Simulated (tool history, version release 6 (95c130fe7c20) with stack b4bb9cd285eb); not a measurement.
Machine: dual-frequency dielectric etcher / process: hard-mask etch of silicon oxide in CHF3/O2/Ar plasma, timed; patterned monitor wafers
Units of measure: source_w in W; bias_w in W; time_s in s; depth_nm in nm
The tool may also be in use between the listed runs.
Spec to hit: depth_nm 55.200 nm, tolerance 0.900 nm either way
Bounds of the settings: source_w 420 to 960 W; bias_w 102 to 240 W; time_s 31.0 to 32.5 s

Run 1, day 0.000: source_w 690 W, bias_w 171 W, time_s 31.0 s. Result: depth_nm 65.164 nm.
Run 2, day 0.317: source_w 690 W, bias_w 159 W, time_s 31.0 s. Result: depth_nm 63.686 nm.
Run 3, day 0.629: source_w 690 W, bias_w 179 W, time_s 31.0 s. Result: depth_nm 66.228 nm.
Run 4, day 0.817: source_w 690 W, bias_w 179 W, time_s 32.5 s. Result: depth_nm 69.745 nm.
Run 5, day 1.033: source_w 670 W, bias_w 174 W, time_s 32.5 s. Result: depth_nm 68.028 nm.
Run 6, day 1.225: source_w 650 W, bias_w 172 W, time_s 32.5 s. Result: depth_nm 67.367 nm.
Run 7, day 1.383: source_w 630 W, bias_w 168 W, time_s 32.5 s. Result: depth_nm 65.697 nm.
Run 8, day 1.750: source_w 610 W, bias_w 166 W, time_s 32.5 s. Result: depth_nm 64.881 nm.
Run 9, day 1.788: source_w 590 W, bias_w 163 W, time_s 32.5 s. Result: depth_nm 63.436 nm.
Run 10, day 2.133: source_w 570 W, bias_w 161 W, time_s 32.5 s. Result: depth_nm 62.591 nm.
Run 11, day 2.421: source_w 560 W, bias_w 159 W, time_s 32.5 s. Result: depth_nm 61.914 nm.
Run 12, day 2.588: source_w 420 W, bias_w 135 W, time_s 32.5 s. Result: depth_nm 52.525 nm.
Run 13, day 2.754: source_w 430 W, bias_w 135 W, time_s 32.5 s. Result: depth_nm 52.911 nm.
Run 14, day 3.125: source_w 440 W, bias_w 135 W, time_s 32.5 s. Result: depth_nm 53.396 nm.

Below are 4 possible settings for the next run. Only one of them brings all results inside the allowed miss of their targets. Which is it?
Run A, day 3.496: source_w 420 W, bias_w 170 W, time_s 31.5 s. Result: depth_nm ?.
Run B, day 3.496: source_w 420 W, bias_w 139 W, time_s 31.5 s. Result: depth_nm ?.
Run C, day 3.496: source_w 510 W, bias_w 130 W, time_s 31.0 s. Result: depth_nm ?.
Run D, day 3.496: source_w 450 W, bias_w 128 W, time_s 31.5 s. Result: depth_nm ?.

move  depth_nm
   A    55.377
   B    51.566
   C    53.308
   D    51.417
A: all results in spec
B: the biggest miss grows against the last run
C: just as far off the targets as the last run
D: the biggest miss grows against the last run
A is the move that brings every result within its allowed miss.

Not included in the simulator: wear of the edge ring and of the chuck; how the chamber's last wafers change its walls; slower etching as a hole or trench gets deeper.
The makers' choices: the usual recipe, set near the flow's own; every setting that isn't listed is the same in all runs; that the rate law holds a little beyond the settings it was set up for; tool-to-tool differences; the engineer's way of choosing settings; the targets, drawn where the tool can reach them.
